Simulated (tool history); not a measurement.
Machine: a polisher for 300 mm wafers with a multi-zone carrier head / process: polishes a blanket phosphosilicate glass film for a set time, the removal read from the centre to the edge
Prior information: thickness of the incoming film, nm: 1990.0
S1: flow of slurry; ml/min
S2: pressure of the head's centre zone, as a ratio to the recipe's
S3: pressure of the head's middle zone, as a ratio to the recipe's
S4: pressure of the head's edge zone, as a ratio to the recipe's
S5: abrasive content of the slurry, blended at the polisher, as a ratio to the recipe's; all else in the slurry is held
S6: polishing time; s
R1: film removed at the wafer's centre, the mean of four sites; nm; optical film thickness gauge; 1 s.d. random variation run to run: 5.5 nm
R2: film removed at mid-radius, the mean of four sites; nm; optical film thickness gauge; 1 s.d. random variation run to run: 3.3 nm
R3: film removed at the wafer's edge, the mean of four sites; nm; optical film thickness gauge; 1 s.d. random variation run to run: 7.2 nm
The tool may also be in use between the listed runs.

run	hour	S1	S2	S3	S4	S5	S6	R1	R2	R3
1	0.0	155	1.00	1.00	1.00	1.00	86	795.74	776.09	787.34
2	5.2	155	1.00	1.00	1.00	1.10	86	818.89	795.46	817.28
3	9.5	155	1.00	1.05	1.00	1.10	86	809.24	826.81	817.84
4	14.1	180	1.00	1.05	1.00	1.10	86	838.04	850.57	850.10
5	20.9	180	1.00	1.05	1.06	1.10	86	857.69	852.90	862.06
6	25.8	165	1.02	0.99	1.02	0.90	85	781.45	743.75	768.12
7	27.0	150	1.05	0.94	0.98	0.75	84	746.66	657.04	697.97
8	34.0	140	1.05	0.91	0.93	0.70	84	707.96	620.25	665.26
9	40.4	135	1.07	0.89	0.90	0.65	84	706.58	590.44	626.01
10	45.4	125	1.07	0.87	0.88	0.65	84	688.08	565.10	633.68

Run 11 is up next; what results do you expect?
11	51.1	125	1.08	0.87	0.86	0.60	84	?	?	?

{"run 11": {"R1": 676.51, "R2": 551.77, "R3": 594.78}}
